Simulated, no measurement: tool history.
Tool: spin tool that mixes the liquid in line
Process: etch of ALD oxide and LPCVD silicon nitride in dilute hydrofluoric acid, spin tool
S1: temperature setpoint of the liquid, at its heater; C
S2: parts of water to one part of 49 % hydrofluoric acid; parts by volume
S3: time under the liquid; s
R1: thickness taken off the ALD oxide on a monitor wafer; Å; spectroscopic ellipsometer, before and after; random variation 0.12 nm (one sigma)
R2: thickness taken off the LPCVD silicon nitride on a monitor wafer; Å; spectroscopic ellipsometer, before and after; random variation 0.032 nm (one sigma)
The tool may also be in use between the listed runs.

run	hour	S1	S2	S3	R1	R2
1	0.0	21.0	85	180	280.35	7.8575
2	4.7	21.0	85	120	186.29	5.3155
3	9.8	23.5	85	120	207.92	6.1944
4	11.7	23.5	100	120	174.48	5.5534
5	17.8	24.0	100	120	176.29	5.5980
6	26.3	24.5	100	120	180.98	5.4927
7	33.6	25.5	100	120	187.85	6.3558
8	36.7	25.5	95	120	199.43	6.4566

Forecast run 9:
9	42.8	26.0	95	120	?	?

Run 9 gave R1 202.17 Å, R2 6.7007 Å.

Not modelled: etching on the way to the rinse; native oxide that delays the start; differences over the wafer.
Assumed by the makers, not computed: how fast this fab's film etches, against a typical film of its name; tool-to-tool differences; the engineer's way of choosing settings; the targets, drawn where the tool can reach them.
